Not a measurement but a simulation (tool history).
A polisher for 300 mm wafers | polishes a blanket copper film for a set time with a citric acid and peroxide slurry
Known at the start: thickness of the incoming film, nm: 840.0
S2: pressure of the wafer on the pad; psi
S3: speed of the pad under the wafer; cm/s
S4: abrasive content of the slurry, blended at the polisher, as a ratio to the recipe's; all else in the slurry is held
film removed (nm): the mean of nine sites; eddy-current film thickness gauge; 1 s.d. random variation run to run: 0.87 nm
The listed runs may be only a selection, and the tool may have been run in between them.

run 1 hour=0 | flow_of_slurry_(ml/min)=260 S2=2.8 S3=84 S4=1 polishing_time_(s)=24 | film_removed_(nm)=44.237
run 2 hour=1 | flow_of_slurry_(ml/min)=260 S2=2.8 S3=94 S4=1 polishing_time_(s)=24 | film_removed_(nm)=51.191
run 3 hour=3 | flow_of_slurry_(ml/min)=260 S2=2.8 S3=94 S4=1 polishing_time_(s)=24 | film_removed_(nm)=50.299
run 4 hour=9.1 | flow_of_slurry_(ml/min)=260 S2=2.8 S3=94 S4=1.2 polishing_time_(s)=24 | film_removed_(nm)=52.604
run 5 hour=11.6 | flow_of_slurry_(ml/min)=260 S2=2.8 S3=94 S4=1.2 polishing_time_(s)=21 | film_removed_(nm)=46.44
run 6 hour=13.2 | flow_of_slurry_(ml/min)=260 S2=2.8 S3=94 S4=1.3 polishing_time_(s)=21 | film_removed_(nm)=46.251
run 7 hour=15.3 | flow_of_slurry_(ml/min)=260 S2=3 S3=94 S4=1.3 polishing_time_(s)=21 | film_removed_(nm)=48.388

What will run 8 give?
run 8 hour=15.9 | flow_of_slurry_(ml/min)=260 S2=3.2 S3=96 S4=1.3 polishing_time_(s)=21 | film_removed_(nm)=?

{"run 8": {"film removed (nm)": 52.877}}
